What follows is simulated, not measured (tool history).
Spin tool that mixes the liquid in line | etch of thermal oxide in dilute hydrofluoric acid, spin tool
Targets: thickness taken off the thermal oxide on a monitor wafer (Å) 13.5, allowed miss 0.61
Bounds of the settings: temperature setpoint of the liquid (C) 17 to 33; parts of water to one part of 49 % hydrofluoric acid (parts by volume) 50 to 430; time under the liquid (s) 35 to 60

run	hour	temperature setpoint of the liquid (C)	parts of water to one part of 49 % hydrofluoric acid (parts by volume)	time under the liquid (s)	thickness taken off the thermal oxide on a monitor wafer (Å)
1	0	25	240	60	10.423
2	6.7	27	235	60	11.576
3	12.8	27	300	60	8.6282
4	13.7	28.5	280	60	9.6852
5	17.6	29.5	260	60	11.158
6	19.9	26.5	260	60	10.298
7	25.3	28	250	60	11.176
8	27.8	31.5	225	60	14.499
9	28.6	31	225	60	13.975

4 next moves are on the table. One of them brings every result within its allowed miss. Which?
A	29.4	32.5	230	55	?
B	29.4	33	230	60	?
C	29.4	31.5	210	60	?
D	29.4	32	220	60	?

move	thickness taken off the thermal oxide on a monitor wafer (Å)
A	13.283
B	14.73
C	15.74
D	15.089
A: meets every target
B: further off than the last run
C: further off than the last run
D: further off than the last run
Move A is the one to make.
